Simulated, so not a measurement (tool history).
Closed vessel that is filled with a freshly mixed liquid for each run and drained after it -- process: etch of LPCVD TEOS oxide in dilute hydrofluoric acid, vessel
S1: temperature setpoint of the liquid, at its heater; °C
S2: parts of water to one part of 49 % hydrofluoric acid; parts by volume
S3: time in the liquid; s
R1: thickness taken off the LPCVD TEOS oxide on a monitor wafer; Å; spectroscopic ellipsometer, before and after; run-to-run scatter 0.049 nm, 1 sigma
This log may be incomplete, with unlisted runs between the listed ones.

run,hour,S1,S2,S3,R1
1,0,24,60,60,179.83
2,8.5,22.5,65,60,158.15
3,15.9,22.5,65,60,156.63
4,19.2,25.5,65,60,177.58
5,22.2,23.5,70,60,151.71
6,23.6,23.5,90,60,113.73
7,31.9,22,90,60,108.46
8,33.8,21,90,60,104.5

Run 9 comes next. What will it give?
9,40.9,20,90,60,?

R1: 99.703 Å
